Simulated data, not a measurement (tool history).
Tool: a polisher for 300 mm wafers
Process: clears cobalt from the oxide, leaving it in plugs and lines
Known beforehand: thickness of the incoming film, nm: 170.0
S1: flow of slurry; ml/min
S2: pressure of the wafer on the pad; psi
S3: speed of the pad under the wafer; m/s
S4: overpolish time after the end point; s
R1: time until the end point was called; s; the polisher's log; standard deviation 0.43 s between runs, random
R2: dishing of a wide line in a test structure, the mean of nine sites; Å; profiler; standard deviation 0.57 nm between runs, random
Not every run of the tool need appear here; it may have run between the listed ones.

run 1 hour=0 | S1=280 S2=2.4 S3=1.06 S4=23 | R1=30.076 R2=465.13
run 2 hour=2.4 | S1=280 S2=2.4 S3=1.06 S4=21 | R1=29.98 R2=455.84
run 3 hour=5.4 | S1=280 S2=2.4 S3=1.06 S4=19 | R1=30.001 R2=454.06
run 4 hour=8 | S1=280 S2=2.4 S3=1.06 S4=17 | R1=30.147 R2=440.49
run 5 hour=8.6 | S1=280 S2=2.4 S3=0.86 S4=17 | R1=37.317 R2=413.31
run 6 hour=17.6 | S1=280 S2=2.4 S3=0.86 S4=10 | R1=37.777 R2=314.04
run 7 hour=21.6 | S1=280 S2=2.5 S3=0.86 S4=10 | R1=35.134 R2=319.07

Predict the results of run 8:
run 8 hour=24.1 | S1=280 S2=2.7 S3=0.86 S4=10 | R1=? R2=?

{"run 8": {"R1": 33.96, "R2": 333.22}}
